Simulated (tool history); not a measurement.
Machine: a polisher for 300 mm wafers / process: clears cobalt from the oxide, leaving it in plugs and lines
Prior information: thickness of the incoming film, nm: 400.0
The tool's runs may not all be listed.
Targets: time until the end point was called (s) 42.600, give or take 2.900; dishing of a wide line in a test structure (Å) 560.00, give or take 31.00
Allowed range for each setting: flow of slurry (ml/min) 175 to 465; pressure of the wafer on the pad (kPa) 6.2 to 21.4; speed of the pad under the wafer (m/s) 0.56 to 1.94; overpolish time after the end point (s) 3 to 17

run	hour	flow of slurry (ml/min)	pressure of the wafer on the pad (kPa)	speed of the pad under the wafer (m/s)	overpolish time after the end point (s)	time until the end point was called (s)	dishing of a wide line in a test structure (Å)
1	0.0	295	13.8	1.24	9	58.542	446.15
2	2.0	295	13.8	1.08	9	65.045	412.94
3	7.8	295	13.8	0.78	9	76.910	363.73
4	15.6	295	13.8	0.98	9	68.203	391.46
5	24.0	295	15.2	1.00	9	61.367	440.35
6	30.3	365	15.2	1.00	9	57.568	449.59
7	31.8	370	15.9	1.00	9	59.700	447.45
8	40.0	370	16.5	1.02	9	54.817	482.09
9	46.4	370	17.2	1.04	9	53.559	491.54
10	49.4	370	17.9	1.06	9	49.328	507.49
11	52.0	370	18.6	1.06	9	47.804	520.31

5 next moves are on the table. One of them brings every result within its allowed miss. Which?
A	54.6	305	17.2	1.08	11	?	?
B	54.6	440	21.4	1.20	8	?	?
C	54.6	350	18.6	1.22	9	?	?
D	54.6	385	21.4	1.18	7	?	?
E	54.6	435	16.5	1.06	11	?	?

move	time until the end point was called (s)	dishing of a wide line in a test structure (Å)
A	51.431	572.77
B	37.826	568.12
C	43.493	560.37
D	38.592	512.85
E	52.791	563.32
A: lands further from the targets than the last run did
B: carries the result that was furthest off beyond its target, to the other side
C: meets every target
D: carries the result that was furthest off beyond its target, to the other side
E: lands further from the targets than the last run did
The right move is C.

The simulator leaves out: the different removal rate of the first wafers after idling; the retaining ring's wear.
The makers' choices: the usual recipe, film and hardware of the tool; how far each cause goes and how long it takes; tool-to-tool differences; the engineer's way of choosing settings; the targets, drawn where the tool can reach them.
